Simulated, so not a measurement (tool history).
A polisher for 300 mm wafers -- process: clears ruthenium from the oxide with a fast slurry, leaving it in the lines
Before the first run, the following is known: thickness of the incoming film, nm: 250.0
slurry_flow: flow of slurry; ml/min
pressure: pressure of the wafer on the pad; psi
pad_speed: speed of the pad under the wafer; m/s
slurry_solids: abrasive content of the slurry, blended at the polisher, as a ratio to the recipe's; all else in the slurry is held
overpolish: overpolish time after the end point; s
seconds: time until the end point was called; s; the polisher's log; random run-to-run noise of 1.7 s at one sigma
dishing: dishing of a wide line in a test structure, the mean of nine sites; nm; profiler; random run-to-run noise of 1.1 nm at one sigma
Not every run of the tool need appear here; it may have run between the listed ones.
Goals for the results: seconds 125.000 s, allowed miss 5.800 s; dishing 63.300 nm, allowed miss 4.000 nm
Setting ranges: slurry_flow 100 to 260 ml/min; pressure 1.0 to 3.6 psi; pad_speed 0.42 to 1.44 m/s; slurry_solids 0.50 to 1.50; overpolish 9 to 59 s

{"run": 1, "day": 0.0, "slurry_flow": 165, "pressure": 2.3, "pad_speed": 0.92, "slurry_solids": 1.0, "overpolish": 30, "seconds": 72.198, "dishing": 76.941}
{"run": 2, "day": 0.321, "slurry_flow": 165, "pressure": 2.3, "pad_speed": 0.92, "slurry_solids": 1.1, "overpolish": 30, "seconds": 71.417, "dishing": 78.367}
{"run": 3, "day": 0.612, "slurry_flow": 165, "pressure": 2.0, "pad_speed": 0.92, "slurry_solids": 1.1, "overpolish": 32, "seconds": 79.222, "dishing": 75.933}
{"run": 4, "day": 0.675, "slurry_flow": 165, "pressure": 2.0, "pad_speed": 1.02, "slurry_solids": 1.1, "overpolish": 32, "seconds": 73.562, "dishing": 76.555}
{"run": 5, "day": 0.892, "slurry_flow": 165, "pressure": 2.0, "pad_speed": 1.02, "slurry_solids": 1.1, "overpolish": 41, "seconds": 71.722, "dishing": 95.232}
{"run": 6, "day": 1.15, "slurry_flow": 165, "pressure": 1.6, "pad_speed": 1.02, "slurry_solids": 1.1, "overpolish": 41, "seconds": 90.87, "dishing": 81.146}
{"run": 7, "day": 1.208, "slurry_flow": 165, "pressure": 1.5, "pad_speed": 1.02, "slurry_solids": 1.1, "overpolish": 41, "seconds": 96.454, "dishing": 78.964}
{"run": 8, "day": 1.317, "slurry_flow": 165, "pressure": 1.4, "pad_speed": 1.02, "slurry_solids": 1.1, "overpolish": 40, "seconds": 100.81, "dishing": 72.322}
{"run": 9, "day": 1.633, "slurry_flow": 165, "pressure": 1.3, "pad_speed": 1.02, "slurry_solids": 1.1, "overpolish": 40, "seconds": 109.47, "dishing": 68.588}

Which of these 4 next moves meets every target?
{"run": "A", "day": 1.95, "slurry_flow": 190, "pressure": 1.4, "pad_speed": 1.04, "slurry_solids": 1.0, "overpolish": 49, "seconds": "?", "dishing": "?"}
{"run": "B", "day": 1.95, "slurry_flow": 145, "pressure": 1.6, "pad_speed": 0.9, "slurry_solids": 1.2, "overpolish": 38, "seconds": "?", "dishing": "?"}
{"run": "C", "day": 1.95, "slurry_flow": 185, "pressure": 1.3, "pad_speed": 0.92, "slurry_solids": 1.05, "overpolish": 40, "seconds": "?", "dishing": "?"}
{"run": "D", "day": 1.95, "slurry_flow": 165, "pressure": 1.1, "pad_speed": 0.92, "slurry_solids": 1.05, "overpolish": 39, "seconds": "?", "dishing": "?"}

move=A seconds=103.020 dishing=83.722
move=B seconds=101.210 dishing=70.670
move=C seconds=122.770 dishing=63.442
move=D seconds=145.670 dishing=54.273
A: misses by more than the last run did
B: misses by more than the last run did
C: all results land within tolerance of their targets
D: carries the result that was furthest off beyond its target, to the other side
The right move is C.
